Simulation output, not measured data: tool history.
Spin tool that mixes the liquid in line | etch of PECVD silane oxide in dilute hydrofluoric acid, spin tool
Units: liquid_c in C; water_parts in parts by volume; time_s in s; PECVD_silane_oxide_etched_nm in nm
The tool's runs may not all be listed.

| run | hour | liquid_c | water_parts | time_s | PECVD_silane_oxide_etched_nm |
|---|---|---|---|---|---|
| 1 | 0 | 22 | 275 | 20 | 2.7138 |
| 2 | 5.9 | 23 | 275 | 20 | 2.8306 |
| 3 | 13.7 | 21 | 275 | 20 | 2.6005 |
| 4 | 22 | 21 | 275 | 20 | 2.6011 |
| 5 | 26.6 | 22.5 | 275 | 20 | 2.7565 |
| 6 | 27.5 | 22.5 | 190 | 20 | 4.4056 |

The next listed run, before its measurement:
| 7 | 31.1 | 22 | 190 | 20 | ? |

PECVD_silane_oxide_etched_nm: 4.2756 nm
